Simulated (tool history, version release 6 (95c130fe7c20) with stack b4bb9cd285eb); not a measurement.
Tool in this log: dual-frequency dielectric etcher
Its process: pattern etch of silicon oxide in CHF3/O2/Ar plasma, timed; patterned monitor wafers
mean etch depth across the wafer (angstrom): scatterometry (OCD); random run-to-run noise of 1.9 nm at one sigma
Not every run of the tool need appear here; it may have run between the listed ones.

| run | hour | source power (kW) | bias power (kW) | etch time (s) | mean etch depth across the wafer (angstrom) |
|---|---|---|---|---|---|
| 1 | 0.0 | 0.670 | 0.209 | 510.0 | 11234 |
| 2 | 8.7 | 0.630 | 0.204 | 510.0 | 10973 |
| 3 | 12.4 | 0.630 | 0.204 | 533.5 | 11456 |
| 4 | 14.7 | 0.690 | 0.204 | 533.5 | 11717 |
| 5 | 16.6 | 0.650 | 0.191 | 532.0 | 11233 |
| 6 | 25.5 | 0.620 | 0.183 | 531.5 | 10922 |
| 7 | 32.9 | 0.590 | 0.176 | 531.0 | 10660 |

Expected results for the next run?
| 8 | 40.3 | 0.560 | 0.170 | 530.5 | ? |

Run 8 produced mean etch depth across the wafer (angstrom) 10328.

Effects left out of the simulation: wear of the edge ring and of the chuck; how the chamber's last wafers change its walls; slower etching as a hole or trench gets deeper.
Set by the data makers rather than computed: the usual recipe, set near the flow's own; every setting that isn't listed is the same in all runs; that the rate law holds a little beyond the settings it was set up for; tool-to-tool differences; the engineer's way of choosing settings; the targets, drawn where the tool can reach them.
